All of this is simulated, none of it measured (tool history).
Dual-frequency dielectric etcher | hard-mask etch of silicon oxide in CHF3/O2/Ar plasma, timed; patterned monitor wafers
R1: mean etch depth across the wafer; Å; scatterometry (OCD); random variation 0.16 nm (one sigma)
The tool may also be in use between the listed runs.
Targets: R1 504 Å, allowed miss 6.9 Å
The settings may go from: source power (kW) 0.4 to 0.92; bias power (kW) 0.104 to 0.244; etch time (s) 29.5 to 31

run 1 hour=0 | source_power_(kW)=0.66 bias_power_(kW)=0.174 etch_time_(s)=29.5 | R1=565.88
run 2 hour=1.4 | source_power_(kW)=0.66 bias_power_(kW)=0.174 etch_time_(s)=29.5 | R1=566.45
run 3 hour=9.5 | source_power_(kW)=0.62 bias_power_(kW)=0.174 etch_time_(s)=29.5 | R1=554.31
run 4 hour=12.5 | source_power_(kW)=0.59 bias_power_(kW)=0.173 etch_time_(s)=29.5 | R1=539.25
run 5 hour=14.4 | source_power_(kW)=0.59 bias_power_(kW)=0.173 etch_time_(s)=31 | R1=568.96
run 6 hour=16.1 | source_power_(kW)=0.51 bias_power_(kW)=0.173 etch_time_(s)=31 | R1=536.78
run 7 hour=17.1 | source_power_(kW)=0.5 bias_power_(kW)=0.173 etch_time_(s)=31 | R1=533.56
run 8 hour=25.3 | source_power_(kW)=0.4 bias_power_(kW)=0.17 etch_time_(s)=31 | R1=485.12
run 9 hour=26.1 | source_power_(kW)=0.41 bias_power_(kW)=0.17 etch_time_(s)=31 | R1=492.74
run 10 hour=32.9 | source_power_(kW)=0.41 bias_power_(kW)=0.17 etch_time_(s)=31 | R1=491.79
run 11 hour=33.6 | source_power_(kW)=0.42 bias_power_(kW)=0.17 etch_time_(s)=31 | R1=496.66

Which of these 5 next moves meets every target?
run A hour=34.3 | source_power_(kW)=0.45 bias_power_(kW)=0.172 etch_time_(s)=30.5 | R1=?
run B hour=34.3 | source_power_(kW)=0.52 bias_power_(kW)=0.176 etch_time_(s)=29.5 | R1=?
run C hour=34.3 | source_power_(kW)=0.45 bias_power_(kW)=0.16 etch_time_(s)=30.5 | R1=?
run D hour=34.3 | source_power_(kW)=0.4 bias_power_(kW)=0.185 etch_time_(s)=30 | R1=?
run E hour=34.3 | source_power_(kW)=0.54 bias_power_(kW)=0.15 etch_time_(s)=31 | R1=?

move=A R1=502.72
move=B R1=518.94
move=C R1=488.18
move=D R1=486.86
move=E R1=519.02
A: meets every target
B: takes the result that was furthest off past its target
C: further off than the last run
D: further off than the last run
E: takes the result that was furthest off past its target
Move A is the one to make.
